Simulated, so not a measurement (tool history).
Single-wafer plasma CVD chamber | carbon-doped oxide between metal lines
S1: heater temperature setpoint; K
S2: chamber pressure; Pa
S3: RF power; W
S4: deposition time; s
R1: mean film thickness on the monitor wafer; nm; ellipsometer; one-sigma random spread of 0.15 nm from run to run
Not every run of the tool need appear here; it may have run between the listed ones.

run  hour      S1   S2   S3    S4      R1
  1   0.0  618.15  700  615  10.5  60.043
  2   2.7  620.15  665  570  10.4  55.965
  3   3.8  631.15  665  570  10.4  54.083
  4   9.0  632.15  640  545  10.4  52.270
  5  12.8  632.15  688  545  10.4  52.573
     17.7  -- capacitance manometer re-zeroed and calibrated
  6  17.7  632.15  589  545  10.4  51.591
  7  18.2  633.15  569  530  10.4  50.508
  8  20.2  634.15  553  515  10.4  49.388
  9  23.5  635.15  539  505  10.4  48.564
 10  27.5  639.15  469  460  10.3  44.055
 11  31.6  638.15  477  460  10.3  44.123

Estimate the outcome of run 12 from the log above:
 12  38.1  638.15  477  460  10.3   ?

R1: 44.492 nm

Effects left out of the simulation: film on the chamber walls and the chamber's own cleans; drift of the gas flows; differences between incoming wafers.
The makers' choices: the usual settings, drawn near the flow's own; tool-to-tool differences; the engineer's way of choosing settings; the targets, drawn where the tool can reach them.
